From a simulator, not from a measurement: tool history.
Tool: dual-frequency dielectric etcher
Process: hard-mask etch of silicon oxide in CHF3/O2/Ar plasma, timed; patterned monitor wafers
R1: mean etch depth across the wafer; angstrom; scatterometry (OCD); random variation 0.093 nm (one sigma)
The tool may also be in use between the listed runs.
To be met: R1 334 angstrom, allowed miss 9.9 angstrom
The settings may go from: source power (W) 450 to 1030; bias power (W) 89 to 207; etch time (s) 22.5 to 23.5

run 1 hour=0 | source_power_(W)=740 bias_power_(W)=148 etch_time_(s)=22.5 | R1=446.11
run 2 hour=8.1 | source_power_(W)=810 bias_power_(W)=148 etch_time_(s)=22.5 | R1=465.58
run 3 hour=13.3 | source_power_(W)=770 bias_power_(W)=141 etch_time_(s)=22.5 | R1=451.82
run 4 hour=18.8 | source_power_(W)=700 bias_power_(W)=141 etch_time_(s)=22.5 | R1=426.74
run 5 hour=21.1 | source_power_(W)=670 bias_power_(W)=137 etch_time_(s)=22.5 | R1=410.32
run 6 hour=29.8 | source_power_(W)=650 bias_power_(W)=135 etch_time_(s)=22.5 | R1=400.63
-- hour=32 wet clean of the chamber
run 7 hour=32 | source_power_(W)=630 bias_power_(W)=133 etch_time_(s)=22.5 | R1=410.88
run 8 hour=35.9 | source_power_(W)=610 bias_power_(W)=128 etch_time_(s)=22.5 | R1=400.13
run 9 hour=37.4 | source_power_(W)=590 bias_power_(W)=123 etch_time_(s)=22.5 | R1=387.26
run 10 hour=38.9 | source_power_(W)=570 bias_power_(W)=119 etch_time_(s)=22.5 | R1=375.42
run 11 hour=39.5 | source_power_(W)=560 bias_power_(W)=117 etch_time_(s)=22.5 | R1=368.33
run 12 hour=41.1 | source_power_(W)=560 bias_power_(W)=117 etch_time_(s)=22.5 | R1=370.72
run 13 hour=46.1 | source_power_(W)=550 bias_power_(W)=115 etch_time_(s)=22.5 | R1=365.64
run 14 hour=49.3 | source_power_(W)=540 bias_power_(W)=113 etch_time_(s)=22.5 | R1=357.39
run 15 hour=54.9 | source_power_(W)=530 bias_power_(W)=112 etch_time_(s)=22.5 | R1=352.33
run 16 hour=56.8 | source_power_(W)=520 bias_power_(W)=111 etch_time_(s)=22.5 | R1=346.97

5 next moves are on the table. One of them brings every result within its allowed miss. Which?
run A hour=58.7 | source_power_(W)=520 bias_power_(W)=125 etch_time_(s)=23 | R1=?
run B hour=58.7 | source_power_(W)=540 bias_power_(W)=124 etch_time_(s)=22.5 | R1=?
run C hour=58.7 | source_power_(W)=500 bias_power_(W)=121 etch_time_(s)=23.5 | R1=?
run D hour=58.7 | source_power_(W)=500 bias_power_(W)=132 etch_time_(s)=23.5 | R1=?
run E hour=58.7 | source_power_(W)=480 bias_power_(W)=117 etch_time_(s)=23 | R1=?

move=A R1=363.64
move=B R1=365.61
move=C R1=357.92
move=D R1=363.96
move=E R1=336.5
A: further off than the last run
B: further off than the last run
C: further off than the last run
D: further off than the last run
E: meets every target
Move E is the one to make.

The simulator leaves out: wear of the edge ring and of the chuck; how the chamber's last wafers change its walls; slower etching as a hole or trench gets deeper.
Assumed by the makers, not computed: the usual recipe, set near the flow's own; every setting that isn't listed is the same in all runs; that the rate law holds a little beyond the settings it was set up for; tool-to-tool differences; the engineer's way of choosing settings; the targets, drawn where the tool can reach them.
